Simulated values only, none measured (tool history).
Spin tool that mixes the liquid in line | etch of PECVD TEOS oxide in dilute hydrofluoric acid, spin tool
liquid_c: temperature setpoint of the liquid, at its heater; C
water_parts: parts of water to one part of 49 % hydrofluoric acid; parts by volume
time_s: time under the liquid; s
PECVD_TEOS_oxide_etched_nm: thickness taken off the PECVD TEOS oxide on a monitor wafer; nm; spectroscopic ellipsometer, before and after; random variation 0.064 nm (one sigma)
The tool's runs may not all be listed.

run,hour,liquid_c,water_parts,time_s,PECVD_TEOS_oxide_etched_nm
1,0.0,21.0,45,15,3.8548
2,6.9,22.0,45,15,3.9978
3,9.8,24.0,45,15,4.3926
4,11.8,27.5,45,15,5.0725
5,15.0,28.5,35,15,6.7854
6,20.4,26.5,35,15,6.3002
7,21.0,27.0,35,15,6.4416
8,27.3,28.0,35,15,6.6401

The next listed run, before its measurement:
9,31.2,29.0,30,15,?

{"run 9": {"PECVD_TEOS_oxide_etched_nm": 8.2684}}
